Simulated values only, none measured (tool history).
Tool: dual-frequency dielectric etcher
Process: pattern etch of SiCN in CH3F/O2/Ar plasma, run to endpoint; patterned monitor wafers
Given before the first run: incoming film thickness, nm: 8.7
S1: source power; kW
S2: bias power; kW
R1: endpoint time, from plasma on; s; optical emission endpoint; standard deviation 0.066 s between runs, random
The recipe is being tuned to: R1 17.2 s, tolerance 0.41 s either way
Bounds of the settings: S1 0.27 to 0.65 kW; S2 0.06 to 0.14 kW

run	day	S1	S2	R1
1	0	0.46	0.1	20.603
2	0.342	0.49	0.1	20.003
3	0.604	0.49	0.093	21.175
4	0.638	0.49	0.101	20.1
5	0.858	0.52	0.104	19.426
6	1.208	0.55	0.107	18.883
7	1.262	0.57	0.11	18.419
8	1.362	0.59	0.112	18.097
9	1.492	0.6	0.114	17.78

Below are 4 possible settings for the next run. Only one of them brings all results inside the allowed miss of their targets. Which is it?
A	1.621	0.6	0.099	?
B	1.621	0.59	0.105	?
C	1.621	0.59	0.122	?
D	1.621	0.58	0.11	?

move	R1
A	19.035
B	18.535
C	17.129
D	18.173
A: its largest miss is bigger than the last run's
B: its largest miss is bigger than the last run's
C: all results land within tolerance of their targets
D: its largest miss is bigger than the last run's
Correct choice: C, which meets every target

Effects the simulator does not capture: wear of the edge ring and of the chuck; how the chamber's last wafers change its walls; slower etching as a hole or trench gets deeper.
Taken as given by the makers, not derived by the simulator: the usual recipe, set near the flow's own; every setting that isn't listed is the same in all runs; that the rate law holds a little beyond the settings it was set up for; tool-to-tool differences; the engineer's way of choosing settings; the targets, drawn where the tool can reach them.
